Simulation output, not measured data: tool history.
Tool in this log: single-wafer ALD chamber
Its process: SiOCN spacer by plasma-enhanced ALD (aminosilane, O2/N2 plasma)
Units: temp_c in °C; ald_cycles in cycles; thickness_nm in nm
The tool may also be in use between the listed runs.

{"run": 1, "hour": 0.0, "temp_c": 390, "ald_cycles": 104, "thickness_nm": 6.8324}
{"run": 2, "hour": 3.9, "temp_c": 390, "ald_cycles": 97, "thickness_nm": 6.3876}
{"run": 3, "hour": 6.6, "temp_c": 390, "ald_cycles": 111, "thickness_nm": 7.3097}
{"run": 4, "hour": 10.1, "temp_c": 397, "ald_cycles": 111, "thickness_nm": 7.2969}
{"run": 5, "hour": 11.3, "temp_c": 390, "ald_cycles": 111, "thickness_nm": 7.3252}
{"run": 6, "hour": 14.9, "temp_c": 390, "ald_cycles": 103, "thickness_nm": 6.7742}
{"run": 7, "hour": 16.2, "temp_c": 390, "ald_cycles": 97, "thickness_nm": 6.387}

Predict the results of run 8:
{"run": 8, "hour": 20.2, "temp_c": 390, "ald_cycles": 92, "thickness_nm": "?"}

thickness_nm: 6.0822 nm
